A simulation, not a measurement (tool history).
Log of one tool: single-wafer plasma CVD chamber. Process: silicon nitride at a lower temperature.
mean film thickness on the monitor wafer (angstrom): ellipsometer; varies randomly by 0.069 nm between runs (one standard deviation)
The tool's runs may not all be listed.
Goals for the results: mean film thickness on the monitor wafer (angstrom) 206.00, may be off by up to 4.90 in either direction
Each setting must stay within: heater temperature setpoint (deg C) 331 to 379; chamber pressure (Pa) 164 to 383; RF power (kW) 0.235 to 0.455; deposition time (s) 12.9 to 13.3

run,hour,heater temperature setpoint (deg C),chamber pressure (Pa),RF power (kW),deposition time (s),mean film thickness on the monitor wafer (angstrom)
1,0.0,355,273,0.345,12.9,184.76
2,8.1,355,287,0.350,12.9,186.62
3,15.1,360,287,0.350,12.9,186.78
4,21.1,360,245,0.350,12.9,180.58
5,25.9,360,245,0.350,13.3,186.58
6,34.7,360,280,0.350,13.3,191.41
7,42.4,360,289,0.355,13.3,193.39
8,46.2,360,297,0.360,13.3,196.14
9,51.9,360,303,0.365,13.3,198.23
10,58.2,360,307,0.370,13.3,199.12

Pick the move, out of 5, that brings all results within their allowed miss; only one does.
A,64.5,358,300,0.365,13.0,?
B,64.5,361,295,0.390,12.9,?
C,64.5,370,332,0.375,13.3,?
D,64.5,366,283,0.380,12.9,?
E,64.5,361,285,0.350,13.3,?

move,mean film thickness on the monitor wafer (angstrom)
A,193.10
B,197.35
C,203.29
D,192.73
E,191.23
A: further off than the last run
B: further off than the last run
C: hits every target within its allowed miss
D: further off than the last run
E: further off than the last run
The right move is C.

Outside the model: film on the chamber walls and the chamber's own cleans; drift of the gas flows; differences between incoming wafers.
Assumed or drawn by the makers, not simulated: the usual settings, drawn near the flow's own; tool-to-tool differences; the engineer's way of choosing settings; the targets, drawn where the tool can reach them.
